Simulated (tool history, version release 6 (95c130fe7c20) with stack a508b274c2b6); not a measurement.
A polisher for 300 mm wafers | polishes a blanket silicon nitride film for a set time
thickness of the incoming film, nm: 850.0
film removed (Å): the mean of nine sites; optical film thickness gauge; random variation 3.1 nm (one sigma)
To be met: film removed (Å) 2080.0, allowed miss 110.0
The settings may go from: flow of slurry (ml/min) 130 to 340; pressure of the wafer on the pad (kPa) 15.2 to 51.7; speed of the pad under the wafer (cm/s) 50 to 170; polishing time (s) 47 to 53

| run | hour | flow of slurry (ml/min) | pressure of the wafer on the pad (kPa) | speed of the pad under the wafer (cm/s) | polishing time (s) | film removed (Å) |
|---|---|---|---|---|---|---|
| 1 | 0.0 | 220 | 33.1 | 110 | 53 | 1578.3 |
| 2 | 1.6 | 265 | 33.1 | 110 | 53 | 1608.6 |
| 3 | 6.6 | 265 | 33.1 | 110 | 47 | 1434.9 |
| 4 | 14.7 | 265 | 25.5 | 110 | 47 | 1121.9 |
| 5 | 19.4 | 230 | 25.5 | 110 | 47 | 1108.5 |
| 6 | 28.3 | 275 | 25.5 | 110 | 47 | 1118.3 |
| 7 | 33.1 | 275 | 27.6 | 110 | 47 | 1235.1 |
| 8 | 40.4 | 275 | 29.0 | 110 | 47 | 1275.4 |
| 9 | 41.3 | 275 | 38.6 | 118 | 47 | 1681.8 |
| 10 | 44.0 | 275 | 39.3 | 118 | 47 | 1748.4 |

Which of these 4 next moves meets every target?
| A | 46.7 | 330 | 40.0 | 124 | 52 | ? |
| B | 46.7 | 280 | 40.0 | 110 | 50 | ? |
| C | 46.7 | 275 | 37.2 | 114 | 47 | ? |
| D | 46.7 | 340 | 30.3 | 136 | 49 | ? |

| move | film removed (Å) |
|---|---|
| A | 2148.5 |
| B | 1873.3 |
| C | 1683.3 |
| D | 1666.5 |
A: meets every target
B: nearer than the last run, and not there yet
C: further off than the last run
D: further off than the last run
Move A is the one to make.

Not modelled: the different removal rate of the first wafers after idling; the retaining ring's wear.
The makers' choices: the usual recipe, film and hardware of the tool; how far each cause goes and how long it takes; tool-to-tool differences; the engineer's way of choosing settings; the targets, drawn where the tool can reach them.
